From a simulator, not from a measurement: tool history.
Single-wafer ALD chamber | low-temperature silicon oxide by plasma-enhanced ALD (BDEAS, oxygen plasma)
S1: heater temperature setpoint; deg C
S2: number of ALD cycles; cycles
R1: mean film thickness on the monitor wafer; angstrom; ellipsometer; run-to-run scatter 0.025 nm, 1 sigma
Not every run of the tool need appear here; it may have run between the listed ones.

{"run": 1, "hour": 0.0, "S1": 110, "S2": 57, "R1": 83.208}
{"run": 2, "hour": 3.6, "S1": 103, "S2": 57, "R1": 84.008}
{"run": 3, "hour": 5.1, "S1": 103, "S2": 53, "R1": 78.319}
{"run": 4, "hour": 6.8, "S1": 112, "S2": 53, "R1": 76.767}
{"run": 5, "hour": 10.4, "S1": 112, "S2": 45, "R1": 65.167}
{"run": 6, "hour": 12.1, "S1": 112, "S2": 51, "R1": 73.821}
{"run": 7, "hour": 18.0, "S1": 111, "S2": 53, "R1": 76.771}

Run 8 has not been measured yet. What should we expect?
{"run": 8, "hour": 22.3, "S1": 110, "S2": 55, "R1": "?"}

{"run 8": {"R1": 80.506}}

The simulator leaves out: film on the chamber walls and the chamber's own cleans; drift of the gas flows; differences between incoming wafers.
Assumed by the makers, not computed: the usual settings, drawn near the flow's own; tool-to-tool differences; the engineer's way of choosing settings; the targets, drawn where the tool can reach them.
